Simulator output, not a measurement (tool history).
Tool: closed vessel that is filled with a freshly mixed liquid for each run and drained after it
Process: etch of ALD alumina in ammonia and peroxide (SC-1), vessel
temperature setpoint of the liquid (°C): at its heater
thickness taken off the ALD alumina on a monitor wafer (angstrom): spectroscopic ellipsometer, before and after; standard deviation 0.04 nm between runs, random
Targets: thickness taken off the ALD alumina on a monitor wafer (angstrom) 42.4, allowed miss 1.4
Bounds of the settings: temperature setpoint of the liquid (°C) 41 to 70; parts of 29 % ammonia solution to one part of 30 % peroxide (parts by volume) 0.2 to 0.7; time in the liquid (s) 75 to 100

run  hour  temperature setpoint of the liquid (°C)  parts of 29 % ammonia solution to one part of 30 % peroxide (parts by volume)  time in the liquid (s)  thickness taken off the ALD alumina on a monitor wafer (angstrom)
  1     0                                       57                                                                            0.4                     100                                                             62.126
  2   6.8                                     55.5                                                                            0.4                     100                                                             58.482
  3    15                                     55.5                                                                           0.45                     100                                                             57.955
  4  15.5                                     54.5                                                                           0.45                     100                                                             55.378
  5  17.2                                     53.5                                                                           0.45                     100                                                             53.182
  6  25.9                                     53.5                                                                           0.45                      75                                                             40.249
  7    30                                       54                                                                           0.45                      75                                                             40.365
  8  35.6                                       54                                                                           0.45                      75                                                             40.687

Consider the 4 candidate settings below. Which is the only one whose results all fall within their allowed miss of target?
  A  41.2                                     51.5                                                                           0.35                      85                                                                  ?
  B  41.2                                       53                                                                           0.35                      75                                                                  ?
  C  41.2                                     49.5                                                                           0.45                      90                                                                  ?
  D  41.2                                     53.5                                                                           0.45                      80                                                                  ?

move  thickness taken off the ALD alumina on a monitor wafer (angstrom)
   A                                                             39.403
   B                                                             37.709
   C                                                             38.292
   D                                                             42.316
A: moves away from the targets compared with the last run
B: moves away from the targets compared with the last run
C: moves away from the targets compared with the last run
D: every result within its allowed miss
D meets every target.
